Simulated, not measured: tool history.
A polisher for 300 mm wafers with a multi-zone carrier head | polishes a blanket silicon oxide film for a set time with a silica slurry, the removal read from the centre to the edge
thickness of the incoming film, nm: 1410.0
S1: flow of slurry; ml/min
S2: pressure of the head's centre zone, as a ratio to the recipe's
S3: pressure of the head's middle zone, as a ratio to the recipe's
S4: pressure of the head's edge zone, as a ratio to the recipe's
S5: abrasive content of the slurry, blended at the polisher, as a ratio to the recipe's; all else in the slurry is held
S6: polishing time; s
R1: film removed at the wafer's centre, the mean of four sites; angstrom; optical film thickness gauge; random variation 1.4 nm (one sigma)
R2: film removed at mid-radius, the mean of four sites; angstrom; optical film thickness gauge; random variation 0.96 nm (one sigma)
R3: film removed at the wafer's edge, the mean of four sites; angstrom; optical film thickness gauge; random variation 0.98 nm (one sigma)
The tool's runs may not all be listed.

| run | hour | S1 | S2 | S3 | S4 | S5 | S6 | R1 | R2 | R3 |
|---|---|---|---|---|---|---|---|---|---|---|
| 1 | 0 | 175 | 1 | 1 | 1 | 1 | 48 | 1293.8 | 1331.6 | 1318.2 |
| 2 | 7.4 | 170 | 0.99 | 0.99 | 0.99 | 1 | 48 | 1280.2 | 1331.6 | 1309.5 |
| 3 | 16 | 170 | 0.99 | 0.99 | 0.92 | 1 | 48 | 1261.7 | 1308 | 1251.9 |
| 4 | 16.7 | 165 | 0.98 | 0.98 | 0.91 | 1 | 48 | 1281 | 1296.7 | 1251.4 |
| 5 | 25.6 | 165 | 0.97 | 0.98 | 0.91 | 1 | 48 | 1251.6 | 1278.6 | 1270.9 |
| 6 | 26.9 | 165 | 0.97 | 1.03 | 0.91 | 1 | 48 | 1288.5 | 1375 | 1242.2 |
| 7 | 28.1 | 165 | 0.96 | 1.02 | 0.9 | 1 | 48 | 1247.5 | 1341.6 | 1244.8 |
| 8 | 32.9 | 165 | 0.95 | 1.01 | 0.89 | 1 | 48 | 1239.9 | 1335.5 | 1242.6 |

The next listed run, before its measurement:
| 9 | 34.7 | 165 | 0.95 | 1 | 0.88 | 1 | 48 | ? | ? | ? |

Run 9 gave R1 1252.2 angstrom, R2 1307.5 angstrom, R3 1234.8 angstrom.

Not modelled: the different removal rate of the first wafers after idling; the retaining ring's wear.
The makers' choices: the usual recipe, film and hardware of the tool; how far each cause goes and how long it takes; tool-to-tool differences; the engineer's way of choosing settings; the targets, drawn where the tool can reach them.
